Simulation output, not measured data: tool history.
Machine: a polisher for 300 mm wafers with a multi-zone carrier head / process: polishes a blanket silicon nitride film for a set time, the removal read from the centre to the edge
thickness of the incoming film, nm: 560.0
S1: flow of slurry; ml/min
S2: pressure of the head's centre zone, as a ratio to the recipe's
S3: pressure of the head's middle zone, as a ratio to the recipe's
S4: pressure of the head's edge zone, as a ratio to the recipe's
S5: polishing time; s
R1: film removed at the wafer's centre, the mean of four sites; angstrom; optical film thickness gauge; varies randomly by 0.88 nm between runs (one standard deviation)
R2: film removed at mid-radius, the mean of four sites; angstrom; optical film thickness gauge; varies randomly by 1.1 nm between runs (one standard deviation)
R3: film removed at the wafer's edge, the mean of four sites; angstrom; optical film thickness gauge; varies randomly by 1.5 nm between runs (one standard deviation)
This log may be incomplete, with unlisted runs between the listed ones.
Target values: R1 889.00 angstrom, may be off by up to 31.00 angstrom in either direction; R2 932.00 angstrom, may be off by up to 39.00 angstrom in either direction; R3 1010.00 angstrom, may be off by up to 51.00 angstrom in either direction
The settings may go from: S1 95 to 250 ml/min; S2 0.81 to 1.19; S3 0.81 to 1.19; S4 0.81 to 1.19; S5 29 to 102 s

{"run": 1, "day": 0.0, "S1": 160, "S2": 1.0, "S3": 1.0, "S4": 1.0, "S5": 65, "R1": 1332.3, "R2": 1259.2, "R3": 1301.6}
{"run": 2, "day": 0.304, "S1": 160, "S2": 1.0, "S3": 0.94, "S4": 1.0, "S5": 65, "R1": 1332.3, "R2": 1212.2, "R3": 1328.2}
{"run": 3, "day": 0.538, "S1": 190, "S2": 1.0, "S3": 0.94, "S4": 1.0, "S5": 65, "R1": 1350.8, "R2": 1259.1, "R3": 1357.7}
{"run": 4, "day": 0.867, "S1": 210, "S2": 1.0, "S3": 0.94, "S4": 1.0, "S5": 65, "R1": 1404.3, "R2": 1275.8, "R3": 1375.9}
{"run": 5, "day": 1.083, "S1": 195, "S2": 0.95, "S3": 0.92, "S4": 0.97, "S5": 60, "R1": 1208.3, "R2": 1154.0, "R3": 1211.4}
{"run": 6, "day": 1.417, "S1": 195, "S2": 0.95, "S3": 0.92, "S4": 0.97, "S5": 54, "R1": 1086.4, "R2": 1022.6, "R3": 1085.4}
{"run": 7, "day": 1.762, "S1": 195, "S2": 0.95, "S3": 0.92, "S4": 0.97, "S5": 54, "R1": 1103.6, "R2": 1038.8, "R3": 1112.8}
{"run": 8, "day": 1.804, "S1": 180, "S2": 0.91, "S3": 0.91, "S4": 0.97, "S5": 53, "R1": 1017.0, "R2": 980.93, "R3": 1075.1}
{"run": 9, "day": 1.846, "S1": 170, "S2": 0.88, "S3": 0.92, "S4": 0.96, "S5": 53, "R1": 961.14, "R2": 1002.6, "R3": 1067.8}
{"run": 10, "day": 2.162, "S1": 135, "S2": 0.87, "S3": 0.88, "S4": 0.93, "S5": 51, "R1": 885.09, "R2": 870.18, "R3": 967.34}
{"run": 11, "day": 2.221, "S1": 140, "S2": 0.86, "S3": 0.89, "S4": 0.94, "S5": 51, "R1": 878.46, "R2": 897.06, "R3": 989.38}

Of the 5 settings listed for the next run, only one would bring every result within its allowed miss of target. Which one?
{"run": "A", "day": 2.279, "S1": 135, "S2": 0.86, "S3": 0.82, "S4": 0.98, "S5": 51, "R1": "?", "R2": "?", "R3": "?"}
{"run": "B", "day": 2.279, "S1": 130, "S2": 0.89, "S3": 0.86, "S4": 0.88, "S5": 51, "R1": "?", "R2": "?", "R3": "?"}
{"run": "C", "day": 2.279, "S1": 120, "S2": 0.88, "S3": 0.82, "S4": 1.0, "S5": 54, "R1": "?", "R2": "?", "R3": "?"}
{"run": "D", "day": 2.279, "S1": 135, "S2": 0.87, "S3": 0.84, "S4": 0.84, "S5": 51, "R1": "?", "R2": "?", "R3": "?"}
{"run": "E", "day": 2.279, "S1": 185, "S2": 0.82, "S3": 0.9, "S4": 0.95, "S5": 50, "R1": "?", "R2": "?", "R3": "?"}

move=A R1=883.45 R2=848.67 R3=982.33
move=B R1=897.56 R2=870.64 R3=927.78
move=C R1=919.62 R2=871.65 R3=1028.20
move=D R1=891.35 R2=863.83 R3=914.74
move=E R1=897.67 R2=949.27 R3=992.20
A: misses by more than the last run did
B: misses by more than the last run did
C: misses by more than the last run did
D: misses by more than the last run did
E: every result lands within tolerance
Move E is the one to make.

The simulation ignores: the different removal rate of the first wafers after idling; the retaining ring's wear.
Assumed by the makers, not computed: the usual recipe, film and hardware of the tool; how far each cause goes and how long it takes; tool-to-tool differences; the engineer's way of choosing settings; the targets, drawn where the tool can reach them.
